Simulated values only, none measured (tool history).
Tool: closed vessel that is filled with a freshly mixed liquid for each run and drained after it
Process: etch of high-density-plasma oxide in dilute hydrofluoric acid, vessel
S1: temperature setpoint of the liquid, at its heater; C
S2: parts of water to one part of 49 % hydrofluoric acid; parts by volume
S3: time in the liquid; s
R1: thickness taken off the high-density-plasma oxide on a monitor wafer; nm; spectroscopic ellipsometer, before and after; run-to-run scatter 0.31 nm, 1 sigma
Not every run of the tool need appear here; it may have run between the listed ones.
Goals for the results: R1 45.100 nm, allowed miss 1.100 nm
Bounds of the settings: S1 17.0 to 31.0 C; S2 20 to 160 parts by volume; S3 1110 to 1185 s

run 1 hour=0.0 | S1=23.0 S2=90 S3=1110 | R1=68.161
run 2 hour=4.2 | S1=21.0 S2=90 S3=1110 | R1=63.052
run 3 hour=7.4 | S1=20.0 S2=95 S3=1110 | R1=57.497
run 4 hour=14.0 | S1=20.0 S2=75 S3=1110 | R1=74.366
run 5 hour=16.4 | S1=17.0 S2=75 S3=1110 | R1=65.321
run 6 hour=23.1 | S1=17.0 S2=80 S3=1110 | R1=60.283
run 7 hour=30.3 | S1=17.0 S2=80 S3=1110 | R1=60.761
run 8 hour=36.1 | S1=17.0 S2=85 S3=1110 | R1=57.799
run 9 hour=38.9 | S1=17.0 S2=90 S3=1110 | R1=53.823
run 10 hour=41.6 | S1=17.0 S2=95 S3=1110 | R1=49.828
run 11 hour=44.6 | S1=17.0 S2=100 S3=1110 | R1=47.626

Consider the 4 candidate settings below. Which is the only one whose results all fall within their allowed miss of target?
run A hour=47.6 | S1=18.5 S2=115 S3=1145 | R1=?
run B hour=47.6 | S1=18.0 S2=105 S3=1135 | R1=?
run C hour=47.6 | S1=17.0 S2=95 S3=1135 | R1=?
run D hour=47.6 | S1=17.0 S2=100 S3=1140 | R1=?

move=A R1=45.264
move=B R1=48.644
move=C R1=52.099
move=D R1=49.453
A: hits every target within its allowed miss
B: further off than the last run
C: further off than the last run
D: further off than the last run
A meets every target.
